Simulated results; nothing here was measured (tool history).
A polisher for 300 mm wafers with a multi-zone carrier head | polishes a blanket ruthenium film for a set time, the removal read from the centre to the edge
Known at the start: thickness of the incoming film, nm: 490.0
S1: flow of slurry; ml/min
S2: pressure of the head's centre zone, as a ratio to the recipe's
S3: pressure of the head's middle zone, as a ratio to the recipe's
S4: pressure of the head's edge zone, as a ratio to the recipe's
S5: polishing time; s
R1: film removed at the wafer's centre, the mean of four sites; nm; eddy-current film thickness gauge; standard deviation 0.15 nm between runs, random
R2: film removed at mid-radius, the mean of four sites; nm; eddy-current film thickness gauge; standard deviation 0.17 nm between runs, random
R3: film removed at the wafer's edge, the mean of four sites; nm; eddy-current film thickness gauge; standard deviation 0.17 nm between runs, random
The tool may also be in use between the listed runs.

run,hour,S1,S2,S3,S4,S5,R1,R2,R3
1,0.0,225,1.00,1.00,1.00,33,29.417,30.773,30.451
2,0.9,225,1.00,1.00,0.93,33,29.770,30.602,29.453
3,7.3,225,1.00,1.00,0.93,27,24.137,24.942,23.511
4,10.3,215,0.99,0.97,0.94,25,21.910,22.391,21.874
5,12.8,215,0.99,0.97,0.94,32,28.309,29.299,28.480
6,16.9,200,0.99,0.94,0.95,29,25.274,24.850,25.789
7,19.9,195,0.98,0.92,0.94,27,23.529,22.722,23.963
8,22.1,190,0.97,0.91,0.93,25,21.434,20.491,21.926
9,27.8,190,0.97,0.91,0.93,25,20.806,21.376,21.983
10,30.9,190,0.97,0.90,0.93,23,19.548,19.150,20.214
11,31.9,190,0.97,0.89,0.92,22,18.685,17.965,18.968
12,33.1,190,0.97,0.89,0.92,22,18.721,18.127,19.195

Run 13 has not been measured yet. What should we expect?
13,38.8,190,0.96,0.88,0.92,21,?,?,?

{"run 13": {"R1": 17.837, "R2": 16.974, "R3": 18.308}}
